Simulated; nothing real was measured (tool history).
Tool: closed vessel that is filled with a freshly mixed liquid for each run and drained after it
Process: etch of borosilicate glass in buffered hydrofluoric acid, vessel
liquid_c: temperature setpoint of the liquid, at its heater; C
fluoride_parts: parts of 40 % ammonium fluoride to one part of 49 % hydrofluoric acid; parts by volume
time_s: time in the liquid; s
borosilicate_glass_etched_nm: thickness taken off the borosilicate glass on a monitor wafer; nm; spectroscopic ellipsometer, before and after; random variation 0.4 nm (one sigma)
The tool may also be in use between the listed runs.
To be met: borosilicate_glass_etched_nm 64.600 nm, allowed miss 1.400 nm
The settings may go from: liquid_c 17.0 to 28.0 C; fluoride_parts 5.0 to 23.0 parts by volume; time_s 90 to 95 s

run,day,liquid_c,fluoride_parts,time_s,borosilicate_glass_etched_nm
1,0.000,20.0,14.0,90,70.907
2,0.208,19.5,14.0,90,69.323
3,0.446,22.0,14.0,90,79.927
4,0.729,21.5,14.0,90,78.103
5,0.896,21.5,16.0,90,68.003
6,1.038,21.5,13.0,90,82.982
7,1.246,21.0,13.0,90,81.317
8,1.354,20.5,13.0,90,79.300
9,1.429,20.0,13.0,90,77.297
10,1.596,19.5,13.0,90,74.930
11,1.758,19.0,13.0,90,72.128
12,1.946,18.5,13.0,90,70.890
13,2.271,17.5,13.0,90,67.060

4 next moves are on the table. One of them brings every result within its allowed miss. Which?
A,2.596,20.0,14.5,90,?
B,2.596,17.0,13.0,95,?
C,2.596,18.0,14.0,95,?
D,2.596,18.0,14.0,90,?

move,borosilicate_glass_etched_nm
A,68.492
B,68.230
C,67.026
D,63.498
A: further off than the last run
B: further off than the last run
C: as far off as the last run
D: meets every target
Move D is the one to make.
